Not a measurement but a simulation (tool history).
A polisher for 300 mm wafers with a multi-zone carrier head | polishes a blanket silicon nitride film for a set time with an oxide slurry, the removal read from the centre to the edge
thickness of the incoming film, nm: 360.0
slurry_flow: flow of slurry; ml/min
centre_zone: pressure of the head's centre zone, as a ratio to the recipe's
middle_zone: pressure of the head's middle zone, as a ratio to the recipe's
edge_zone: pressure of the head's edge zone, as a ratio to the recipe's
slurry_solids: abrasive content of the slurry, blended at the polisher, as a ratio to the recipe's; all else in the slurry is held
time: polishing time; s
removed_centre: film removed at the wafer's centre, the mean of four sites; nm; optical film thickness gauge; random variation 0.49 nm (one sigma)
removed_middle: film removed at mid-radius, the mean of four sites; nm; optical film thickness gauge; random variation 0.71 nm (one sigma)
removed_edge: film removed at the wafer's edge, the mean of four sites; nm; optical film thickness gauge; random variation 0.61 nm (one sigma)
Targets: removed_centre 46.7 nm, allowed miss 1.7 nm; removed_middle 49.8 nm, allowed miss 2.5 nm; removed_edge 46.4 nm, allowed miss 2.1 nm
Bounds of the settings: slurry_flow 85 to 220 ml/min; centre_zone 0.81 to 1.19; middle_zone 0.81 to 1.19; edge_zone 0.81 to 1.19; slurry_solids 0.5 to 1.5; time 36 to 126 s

run	hour	slurry_flow	centre_zone	middle_zone	edge_zone	slurry_solids	time	removed_centre	removed_middle	removed_edge
1	0	140	1	1	1	1	81	66.343	66.713	66.213
2	3.4	135	0.98	1	0.96	0.85	80	57.604	59.47	58.229
3	5.5	135	0.98	1	0.96	0.85	96	69.194	71.756	72.177
4	10.6	135	0.98	1	0.99	0.85	96	68.935	73.559	70.709
5	14	135	0.98	1	0.99	0.7	96	58.666	61.686	62.375
6	22.2	135	0.98	1	0.99	0.85	96	68.102	70.476	72.198
7	24.7	140	0.99	1.01	0.99	0.75	92	60.619	63.866	63.107
8	31.1	140	0.99	0.99	0.9	0.5	84	36.921	39.61	36.786

4 next moves are on the table. One of them brings every result within its allowed miss. Which?
A	37.5	145	0.94	1.01	0.93	0.6	95	?	?	?
B	37.5	145	1.09	1.07	0.93	0.7	67	?	?	?
C	37.5	165	1.1	1.06	0.81	0.5	58	?	?	?
D	37.5	125	0.99	1.02	0.84	0.55	96	?	?	?

move	removed_centre	removed_middle	removed_edge
A	49.783	54.839	52.345
B	46.112	46.648	42.393
C	29.528	29.3	25.486
D	46.302	49.315	45.617
A: takes the result that was furthest off past its target
B: brings the result that was furthest off to its target, and leaves another outside
C: further off than the last run
D: meets every target
The right move is D.
